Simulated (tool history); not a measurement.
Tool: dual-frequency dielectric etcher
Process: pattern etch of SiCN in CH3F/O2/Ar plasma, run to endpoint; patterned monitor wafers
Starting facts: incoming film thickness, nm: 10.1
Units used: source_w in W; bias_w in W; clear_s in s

| run | hour | source_w | bias_w | clear_s |
|---|---|---|---|---|
| 1 | 0 | 380 | 91 | 26.343 |
| 2 | 7.1 | 380 | 82 | 27.328 |
| 3 | 11.4 | 380 | 75 | 28.312 |
| 4 | 14.6 | 380 | 68 | 29.472 |
| 5 | 18.8 | 360 | 66 | 30.487 |
| 6 | 20.9 | 400 | 66 | 29.31 |

For run 7, what comes out?
| 7 | 22.1 | 380 | 64 | ? |

clear_s: 30.771 s

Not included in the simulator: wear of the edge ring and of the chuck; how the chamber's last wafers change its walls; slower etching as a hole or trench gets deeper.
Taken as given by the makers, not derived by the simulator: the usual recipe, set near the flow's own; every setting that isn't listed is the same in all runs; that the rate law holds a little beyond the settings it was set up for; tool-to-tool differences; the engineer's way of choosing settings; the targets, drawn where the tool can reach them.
